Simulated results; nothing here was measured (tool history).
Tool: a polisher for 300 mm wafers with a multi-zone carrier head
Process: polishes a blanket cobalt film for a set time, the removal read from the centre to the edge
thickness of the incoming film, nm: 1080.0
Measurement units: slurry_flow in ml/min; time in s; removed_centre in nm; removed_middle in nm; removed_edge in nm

{"run": 1, "day": 0.0, "slurry_flow": 290, "centre_zone": 1.0, "middle_zone": 1.0, "edge_zone": 1.0, "time": 55, "removed_centre": 138.98, "removed_middle": 132.7, "removed_edge": 132.43}
{"run": 2, "day": 0.029, "slurry_flow": 290, "centre_zone": 1.0, "middle_zone": 1.0, "edge_zone": 1.06, "time": 55, "removed_centre": 138.06, "removed_middle": 134.0, "removed_edge": 134.41}
{"run": 3, "day": 0.383, "slurry_flow": 290, "centre_zone": 1.0, "middle_zone": 0.93, "edge_zone": 1.06, "time": 55, "removed_centre": 140.06, "removed_middle": 127.21, "removed_edge": 137.65}
{"run": 4, "day": 0.65, "slurry_flow": 245, "centre_zone": 1.0, "middle_zone": 0.93, "edge_zone": 1.06, "time": 55, "removed_centre": 137.62, "removed_middle": 125.95, "removed_edge": 135.77}
{"day": 1.012, "done": "centre zone pressure recalibrated"}
{"run": 5, "day": 1.012, "slurry_flow": 245, "centre_zone": 0.99, "middle_zone": 0.9, "edge_zone": 1.06, "time": 51, "removed_centre": 121.17, "removed_middle": 114.47, "removed_edge": 121.29}
{"run": 6, "day": 1.208, "slurry_flow": 245, "centre_zone": 0.99, "middle_zone": 0.9, "edge_zone": 1.13, "time": 51, "removed_centre": 117.25, "removed_middle": 113.89, "removed_edge": 125.92}
{"run": 7, "day": 1.471, "slurry_flow": 250, "centre_zone": 1.01, "middle_zone": 0.87, "edge_zone": 1.13, "time": 49, "removed_centre": 118.56, "removed_middle": 107.52, "removed_edge": 120.96}
{"run": 8, "day": 1.608, "slurry_flow": 250, "centre_zone": 1.01, "middle_zone": 0.85, "edge_zone": 1.14, "time": 47, "removed_centre": 109.49, "removed_middle": 101.16, "removed_edge": 117.2}

Expected results for the next run?
{"run": 9, "day": 1.875, "slurry_flow": 250, "centre_zone": 1.02, "middle_zone": 0.84, "edge_zone": 1.13, "time": 46, "removed_centre": "?", "removed_middle": "?", "removed_edge": "?"}

{"run 9": {"removed_centre": 109.47, "removed_middle": 98.83, "removed_edge": 115.3}}
